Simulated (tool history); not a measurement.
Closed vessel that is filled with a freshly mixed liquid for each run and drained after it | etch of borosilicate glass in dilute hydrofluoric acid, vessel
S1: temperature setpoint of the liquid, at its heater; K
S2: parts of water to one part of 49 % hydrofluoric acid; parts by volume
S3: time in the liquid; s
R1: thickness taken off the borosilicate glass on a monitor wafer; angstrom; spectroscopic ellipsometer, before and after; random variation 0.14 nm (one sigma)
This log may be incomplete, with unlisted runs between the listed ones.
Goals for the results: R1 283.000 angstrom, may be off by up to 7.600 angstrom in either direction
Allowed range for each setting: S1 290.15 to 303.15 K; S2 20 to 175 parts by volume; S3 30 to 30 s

run 1 hour=0.0 | S1=295.15 S2=95 S3=30 | R1=64.022
run 2 hour=5.5 | S1=293.65 S2=95 S3=30 | R1=60.484
run 3 hour=7.7 | S1=296.65 S2=70 S3=30 | R1=95.524
run 4 hour=13.1 | S1=299.65 S2=70 S3=30 | R1=108.210
run 5 hour=20.5 | S1=301.15 S2=70 S3=30 | R1=113.910
run 6 hour=28.8 | S1=301.15 S2=70 S3=30 | R1=113.650
run 7 hour=37.4 | S1=301.65 S2=55 S3=30 | R1=151.460
run 8 hour=41.0 | S1=303.15 S2=20 S3=30 | R1=472.020
run 9 hour=44.4 | S1=299.65 S2=20 S3=30 | R1=404.960
run 10 hour=52.4 | S1=295.65 S2=25 S3=30 | R1=273.070

Which one of the following 4 next-run settings gets every result inside its allowed miss? There is exactly one.
run A hour=60.4 | S1=293.15 S2=20 S3=30 | R1=?
run B hour=60.4 | S1=292.65 S2=20 S3=30 | R1=?
run C hour=60.4 | S1=296.65 S2=25 S3=30 | R1=?
run D hour=60.4 | S1=295.15 S2=25 S3=30 | R1=?

move=A R1=309.650
move=B R1=302.990
move=C R1=285.950
move=D R1=268.320
A: moves the result that the last run missed by most past its target, out the other side
B: moves the result that the last run missed by most past its target, out the other side
C: hits every target within its allowed miss
D: the biggest miss grows against the last run
Answer: C
